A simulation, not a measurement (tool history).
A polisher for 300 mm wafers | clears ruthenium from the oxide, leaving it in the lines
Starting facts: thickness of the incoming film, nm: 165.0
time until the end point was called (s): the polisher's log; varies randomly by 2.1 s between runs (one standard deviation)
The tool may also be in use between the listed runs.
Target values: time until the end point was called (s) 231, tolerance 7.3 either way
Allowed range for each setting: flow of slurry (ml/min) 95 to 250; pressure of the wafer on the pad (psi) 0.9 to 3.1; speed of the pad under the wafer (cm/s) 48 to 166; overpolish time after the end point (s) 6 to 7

run,day,flow of slurry (ml/min),pressure of the wafer on the pad (psi),speed of the pad under the wafer (cm/s),overpolish time after the end point (s),time until the end point was called (s)
1,0,160,2,106,7,159.13
2,0.046,130,2,106,7,164.34
3,0.246,130,2,106,6,165.47
4,0.342,130,2.3,106,6,143.9
5,0.417,130,2.2,106,6,152.22
6,0.538,130,2.1,106,6,156.6
7,0.725,130,2,106,6,168.13
8,1.017,125,1.9,106,6,176.33
9,1.162,125,1.9,106,6,175.95

Which one of the following 5 next-run settings gets every result inside its allowed miss? There is exactly one.
A,1.308,110,1.5,114,6,?
B,1.308,120,2.3,104,6,?
C,1.308,130,2,84,7,?
D,1.308,125,2,80,6,?
E,1.308,105,1.6,98,6,?

move,time until the end point was called (s)
A,209.86
B,148.28
C,203.91
D,215.14
E,230.16
A: moves toward the targets from the last run without getting all of them in spec
B: lands further from the targets than the last run did
C: moves toward the targets from the last run without getting all of them in spec
D: moves toward the targets from the last run without getting all of them in spec
E: all results land within tolerance of their targets
The move that meets every target is E.
